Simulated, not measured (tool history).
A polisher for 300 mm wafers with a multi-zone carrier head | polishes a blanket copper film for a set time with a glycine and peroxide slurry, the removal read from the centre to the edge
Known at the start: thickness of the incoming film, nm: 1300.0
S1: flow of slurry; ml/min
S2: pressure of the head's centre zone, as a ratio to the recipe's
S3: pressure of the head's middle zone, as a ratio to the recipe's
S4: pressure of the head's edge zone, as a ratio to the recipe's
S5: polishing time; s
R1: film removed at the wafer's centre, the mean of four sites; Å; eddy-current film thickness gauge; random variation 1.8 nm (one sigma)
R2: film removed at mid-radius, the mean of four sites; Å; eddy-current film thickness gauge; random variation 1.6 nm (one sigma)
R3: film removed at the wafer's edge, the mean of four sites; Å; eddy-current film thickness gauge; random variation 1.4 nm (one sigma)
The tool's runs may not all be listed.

{"run": 1, "day": 0.0, "S1": 225, "S2": 1.0, "S3": 1.0, "S4": 1.0, "S5": 33, "R1": 1195.9, "R2": 1167.4, "R3": 1239.6}
{"run": 2, "day": 0.304, "S1": 225, "S2": 1.0, "S3": 1.0, "S4": 0.97, "S5": 33, "R1": 1212.3, "R2": 1199.8, "R3": 1221.0}
{"run": 3, "day": 0.521, "S1": 225, "S2": 1.0, "S3": 1.0, "S4": 0.97, "S5": 41, "R1": 1495.3, "R2": 1476.9, "R3": 1496.1}
{"run": 4, "day": 0.571, "S1": 230, "S2": 1.01, "S3": 1.0, "S4": 0.98, "S5": 41, "R1": 1523.4, "R2": 1482.0, "R3": 1529.5}
{"run": 5, "day": 0.667, "S1": 230, "S2": 1.01, "S3": 1.0, "S4": 0.98, "S5": 35, "R1": 1302.2, "R2": 1252.3, "R3": 1299.6}
{"run": 6, "day": 0.954, "S1": 230, "S2": 0.93, "S3": 1.0, "S4": 0.98, "S5": 35, "R1": 1197.0, "R2": 1288.9, "R3": 1285.2}
{"run": 7, "day": 0.988, "S1": 240, "S2": 0.96, "S3": 1.01, "S4": 1.0, "S5": 36, "R1": 1267.0, "R2": 1313.4, "R3": 1351.3}
{"run": 8, "day": 1.312, "S1": 245, "S2": 0.98, "S3": 1.02, "S4": 1.01, "S5": 37, "R1": 1325.9, "R2": 1366.5, "R3": 1396.1}

The next listed run, before its measurement:
{"run": 9, "day": 1.438, "S1": 250, "S2": 1.0, "S3": 1.03, "S4": 1.02, "S5": 38, "R1": "?", "R2": "?", "R3": "?"}

{"run 9": {"R1": 1385.5, "R2": 1423.0, "R3": 1461.3}}
